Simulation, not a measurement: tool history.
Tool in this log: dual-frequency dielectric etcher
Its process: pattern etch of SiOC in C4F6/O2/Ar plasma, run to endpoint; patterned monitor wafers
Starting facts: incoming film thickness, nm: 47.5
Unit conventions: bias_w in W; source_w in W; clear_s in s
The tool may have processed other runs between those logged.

| run | hour | bias_w | source_w | clear_s |
|---|---|---|---|---|
| 1 | 0 | 544 | 400 | 15.482 |
| 2 | 3.8 | 482 | 400 | 16.309 |
| 3 | 6.9 | 441 | 400 | 16.689 |
| 4 | 11.4 | 344 | 400 | 18.425 |
| 5 | 14.3 | 344 | 470 | 17.495 |
| 6 | 16.6 | 386 | 470 | 16.871 |
| 7 | 25.3 | 421 | 470 | 16.294 |

Expected results for the next run?
| 8 | 30.6 | 448 | 470 | ? |

clear_s: 15.912 s
